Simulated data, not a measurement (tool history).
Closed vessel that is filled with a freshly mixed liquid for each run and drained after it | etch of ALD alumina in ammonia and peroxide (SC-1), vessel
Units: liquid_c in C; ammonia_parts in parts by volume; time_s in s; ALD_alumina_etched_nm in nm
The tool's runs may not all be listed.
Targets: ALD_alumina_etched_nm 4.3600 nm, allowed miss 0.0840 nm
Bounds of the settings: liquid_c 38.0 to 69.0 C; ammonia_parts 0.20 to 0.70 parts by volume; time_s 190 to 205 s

run,hour,liquid_c,ammonia_parts,time_s,ALD_alumina_etched_nm
1,0.0,53.0,0.40,190,10.4680
2,8.1,48.5,0.35,190,8.0419
3,17.0,54.0,0.35,190,10.7790
4,22.8,49.0,0.30,190,8.0967
5,27.2,45.5,0.30,190,6.7570
# hour 32.2: thermometer replaced
6,32.2,45.5,0.30,190,6.2144
7,40.7,38.0,0.30,190,4.0587
8,41.5,38.5,0.30,190,4.1726
9,47.7,39.0,0.30,190,4.2364

5 next moves are on the table. One of them brings every result within its allowed miss. Which?
A,53.9,39.0,0.20,190,?
B,53.9,39.0,0.25,190,?
C,53.9,38.5,0.30,200,?
D,53.9,38.0,0.30,190,?
E,53.9,38.5,0.35,190,?

move,ALD_alumina_etched_nm
A,4.0832
B,4.1717
C,4.3375
D,3.9993
E,4.1819
A: further off than the last run
B: further off than the last run
C: meets every target
D: further off than the last run
E: further off than the last run
Move C is the one to make.
